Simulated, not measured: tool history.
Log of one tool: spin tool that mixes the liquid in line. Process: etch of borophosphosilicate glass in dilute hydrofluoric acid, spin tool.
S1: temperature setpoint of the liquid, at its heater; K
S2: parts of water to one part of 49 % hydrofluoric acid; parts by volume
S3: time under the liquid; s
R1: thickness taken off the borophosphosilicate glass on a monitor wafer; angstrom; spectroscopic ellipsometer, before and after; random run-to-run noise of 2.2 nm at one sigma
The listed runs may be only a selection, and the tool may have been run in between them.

| run | hour | S1 | S2 | S3 | R1 |
|---|---|---|---|---|---|
| 1 | 0.0 | 299.15 | 170 | 245 | 1004.0 |
| 2 | 7.1 | 299.15 | 170 | 245 | 1022.0 |
| 3 | 11.0 | 301.15 | 150 | 245 | 1247.3 |
| 4 | 15.4 | 301.15 | 150 | 245 | 1244.7 |
| 5 | 20.0 | 301.15 | 150 | 260 | 1340.9 |
| 6 | 25.4 | 302.65 | 135 | 260 | 1564.3 |
| 7 | 29.0 | 303.65 | 125 | 260 | 1787.9 |
| 8 | 36.5 | 304.65 | 120 | 260 | 1974.1 |
| 9 | 37.7 | 305.15 | 120 | 260 | 1986.0 |
| 10 | 43.2 | 305.65 | 120 | 260 | 1996.4 |

Expected results for the next run?
| 11 | 46.5 | 307.15 | 110 | 260 | ? |

R1: 2368.4 angstrom
